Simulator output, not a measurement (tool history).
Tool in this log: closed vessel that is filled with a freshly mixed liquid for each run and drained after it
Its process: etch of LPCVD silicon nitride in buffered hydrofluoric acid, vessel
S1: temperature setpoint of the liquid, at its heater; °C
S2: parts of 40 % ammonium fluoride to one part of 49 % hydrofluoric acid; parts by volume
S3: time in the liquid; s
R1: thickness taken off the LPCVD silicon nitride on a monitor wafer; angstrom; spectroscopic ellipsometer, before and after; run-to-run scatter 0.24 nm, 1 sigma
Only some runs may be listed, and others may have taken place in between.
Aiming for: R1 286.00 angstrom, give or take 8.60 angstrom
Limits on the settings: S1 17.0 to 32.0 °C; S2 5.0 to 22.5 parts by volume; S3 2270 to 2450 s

Run 1, hour 0.0: S1 24.0 °C, S2 13.5 parts by volume, S3 2270 s. Result: R1 245.41 angstrom.
Run 2, hour 8.2: S1 20.5 °C, S2 13.5 parts by volume, S3 2270 s. Result: R1 203.38 angstrom.
Run 3, hour 14.5: S1 20.5 °C, S2 13.5 parts by volume, S3 2270 s. Result: R1 199.15 angstrom.
Run 4, hour 17.4: S1 22.0 °C, S2 13.5 parts by volume, S3 2270 s. Result: R1 217.30 angstrom.
Run 5, hour 24.1: S1 24.5 °C, S2 13.5 parts by volume, S3 2270 s. Result: R1 247.64 angstrom.
Run 6, hour 32.9: S1 24.5 °C, S2 10.5 parts by volume, S3 2270 s. Result: R1 316.87 angstrom.
Run 7, hour 40.3: S1 24.0 °C, S2 10.5 parts by volume, S3 2270 s. Result: R1 307.82 angstrom.
Run 8, hour 41.9: S1 23.5 °C, S2 10.5 parts by volume, S3 2270 s. Result: R1 296.39 angstrom.

Exercise: of the 5 proposed moves below, exactly one satisfies all targets within the stated allowed misses. Which move is it?
Run A, hour 43.5: S1 25.0 °C, S2 12.0 parts by volume, S3 2450 s. Result: R1 ?.
Run B, hour 43.5: S1 25.5 °C, S2 12.0 parts by volume, S3 2375 s. Result: R1 ?.
Run C, hour 43.5: S1 24.0 °C, S2 10.5 parts by volume, S3 2305 s. Result: R1 ?.
Run D, hour 43.5: S1 21.5 °C, S2 10.5 parts by volume, S3 2390 s. Result: R1 ?.
Run E, hour 43.5: S1 24.0 °C, S2 11.0 parts by volume, S3 2345 s. Result: R1 ?.

move      R1
   A  308.13
   B  306.89
   C  312.74
   D  282.63
   E  304.07
A: misses by more than the last run did
B: misses by more than the last run did
C: misses by more than the last run did
D: all results land within tolerance of their targets
E: misses by more than the last run did
The move that meets every target is D.
